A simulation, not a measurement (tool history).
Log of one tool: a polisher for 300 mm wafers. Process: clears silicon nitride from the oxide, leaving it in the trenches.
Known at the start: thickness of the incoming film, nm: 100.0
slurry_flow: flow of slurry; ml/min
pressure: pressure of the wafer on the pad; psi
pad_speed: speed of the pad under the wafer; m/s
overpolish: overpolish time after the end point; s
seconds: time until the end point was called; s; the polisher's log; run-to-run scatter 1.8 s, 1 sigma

run  hour  slurry_flow  pressure  pad_speed  overpolish  seconds
  1   0.0          165       2.4       1.02           2  101.060
  2   4.2          165       2.4       1.02           2   99.616
  3   5.3          165       2.4       1.02           2   99.875
  4   7.9          165       2.3       1.02           2  103.700
  5   9.0          165       2.2       1.02           2  111.650
  6  14.1          165       2.7       1.02           2   89.761
  7  19.3          165       2.5       1.02           2   98.949

Expected results for the next run?
  8  21.8          165       2.3       1.02           2        ?

Run 8 produced seconds 104.960 s.
